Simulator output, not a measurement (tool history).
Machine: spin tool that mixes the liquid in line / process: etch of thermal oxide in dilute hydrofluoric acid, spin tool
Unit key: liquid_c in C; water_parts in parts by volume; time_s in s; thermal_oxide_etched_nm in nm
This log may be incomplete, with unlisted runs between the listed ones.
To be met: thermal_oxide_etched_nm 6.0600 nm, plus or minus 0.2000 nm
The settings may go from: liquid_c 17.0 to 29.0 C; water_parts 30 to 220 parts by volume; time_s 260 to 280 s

| run | hour | liquid_c | water_parts | time_s | thermal_oxide_etched_nm |
|---|---|---|---|---|---|
| 1 | 0.0 | 21.0 | 125 | 260 | 7.4481 |
| 2 | 1.2 | 21.0 | 100 | 260 | 9.4542 |
| 3 | 2.9 | 21.0 | 100 | 280 | 10.3320 |
| 4 | 5.8 | 21.0 | 60 | 280 | 18.2870 |
| 5 | 14.0 | 21.0 | 60 | 280 | 18.0410 |
| 6 | 18.3 | 24.0 | 60 | 280 | 20.2050 |
| 7 | 20.5 | 23.0 | 75 | 280 | 15.2510 |
| 8 | 27.3 | 22.5 | 85 | 280 | 12.8320 |
| 9 | 34.7 | 22.0 | 95 | 280 | 11.2840 |
| 10 | 42.5 | 21.5 | 100 | 280 | 10.4530 |
| 11 | 44.6 | 21.0 | 105 | 280 | 9.7142 |
|  | 46.4 | hydrofluoric acid flow meter replaced |
| 12 | 46.4 | 20.5 | 110 | 280 | 10.2160 |
| 13 | 51.3 | 20.5 | 120 | 280 | 9.5460 |
| 14 | 52.3 | 20.5 | 130 | 280 | 8.6734 |
| 15 | 54.1 | 20.5 | 135 | 280 | 8.2227 |
| 16 | 58.0 | 20.0 | 140 | 280 | 7.8003 |
| 17 | 61.9 | 20.0 | 140 | 280 | 7.6727 |
| 18 | 63.2 | 20.0 | 145 | 280 | 7.4773 |
| 19 | 69.8 | 17.0 | 160 | 280 | 5.7127 |

Which of these 5 next moves meets every target?
| A | 76.4 | 18.0 | 160 | 260 | ? |
| B | 76.4 | 17.5 | 160 | 260 | ? |
| C | 76.4 | 17.0 | 155 | 280 | ? |
| D | 76.4 | 18.0 | 165 | 270 | ? |
| E | 76.4 | 17.0 | 155 | 260 | ? |

| move | thermal_oxide_etched_nm |
|---|---|
| A | 5.6869 |
| B | 5.5730 |
| C | 6.0998 |
| D | 5.6987 |
| E | 5.6641 |
A: lands further from the targets than the last run did
B: lands further from the targets than the last run did
C: all results in spec
D: about as far from the targets as the last run
E: lands further from the targets than the last run did
C is the move that brings every result within its allowed miss.

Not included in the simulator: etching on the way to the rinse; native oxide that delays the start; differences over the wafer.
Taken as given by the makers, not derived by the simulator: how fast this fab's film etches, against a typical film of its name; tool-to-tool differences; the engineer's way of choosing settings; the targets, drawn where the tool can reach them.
